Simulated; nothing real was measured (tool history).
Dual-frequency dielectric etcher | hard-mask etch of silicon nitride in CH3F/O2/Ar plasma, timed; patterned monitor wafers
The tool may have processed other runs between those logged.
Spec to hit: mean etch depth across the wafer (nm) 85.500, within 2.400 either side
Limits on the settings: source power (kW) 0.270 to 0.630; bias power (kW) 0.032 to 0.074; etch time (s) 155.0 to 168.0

run,hour,source power (kW),bias power (kW),etch time (s),mean etch depth across the wafer (nm)
1,0.0,0.450,0.053,168.0,113.900
2,7.3,0.450,0.045,168.0,108.980
3,9.4,0.450,0.045,155.0,99.274
4,13.5,0.410,0.043,155.0,94.035
5,22.4,0.410,0.043,155.0,94.046
6,25.5,0.390,0.042,155.0,91.555
7,33.1,0.380,0.042,155.0,89.706
8,41.2,0.370,0.042,155.0,88.513

Which of these 4 next moves meets every target?
A,49.3,0.380,0.041,158.0,?
B,49.3,0.400,0.044,155.0,?
C,49.3,0.370,0.038,162.5,?
D,49.3,0.400,0.034,155.0,?

move,mean etch depth across the wafer (nm)
A,91.308
B,93.946
C,90.449
D,86.512
A: its largest miss is bigger than the last run's
B: its largest miss is bigger than the last run's
C: its largest miss is bigger than the last run's
D: all results in spec
Move D is the one to make.

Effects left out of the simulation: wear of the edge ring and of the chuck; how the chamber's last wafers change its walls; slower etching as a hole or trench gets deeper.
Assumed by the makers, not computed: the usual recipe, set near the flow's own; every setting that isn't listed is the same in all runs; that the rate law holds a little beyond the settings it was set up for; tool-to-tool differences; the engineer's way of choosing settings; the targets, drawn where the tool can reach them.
